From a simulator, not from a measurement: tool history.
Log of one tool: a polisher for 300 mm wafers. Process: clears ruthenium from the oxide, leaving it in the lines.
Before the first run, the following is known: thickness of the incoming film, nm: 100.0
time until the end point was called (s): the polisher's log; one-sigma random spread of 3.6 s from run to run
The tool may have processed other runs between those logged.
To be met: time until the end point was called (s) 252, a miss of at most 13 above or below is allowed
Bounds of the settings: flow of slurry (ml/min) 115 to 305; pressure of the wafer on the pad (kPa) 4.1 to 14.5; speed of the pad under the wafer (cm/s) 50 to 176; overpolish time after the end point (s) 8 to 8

run	hour	flow of slurry (ml/min)	pressure of the wafer on the pad (kPa)	speed of the pad under the wafer (cm/s)	overpolish time after the end point (s)	time until the end point was called (s)
1	0	195	9	112	8	152.55
2	8.2	195	9	112	8	157.3
3	17.1	195	9	128	8	136.64
4	25.2	195	9	128	8	138.6
5	31.8	195	9	128	8	138.24
6	34.4	195	8.3	126	8	152.94
7	40.2	195	7.6	126	8	162.72
8	44.2	195	6.9	124	8	180.82
9	45.8	195	6.2	124	8	203.54
10	53.8	195	5.5	124	8	228

Of the 5 settings listed for the next run, only one would bring every result within its allowed miss of target. Which one?
A	61.8	150	6.2	138	8	?
B	61.8	195	6.2	136	8	?
C	61.8	175	6.2	126	8	?
D	61.8	190	5.5	112	8	?
E	61.8	160	6.2	134	8	?

move	time until the end point was called (s)
A	192.67
B	186.72
C	204.63
D	253.37
E	195.81
A: misses by more than the last run did
B: misses by more than the last run did
C: misses by more than the last run did
D: every result within its allowed miss
E: misses by more than the last run did
The move that meets every target is D.
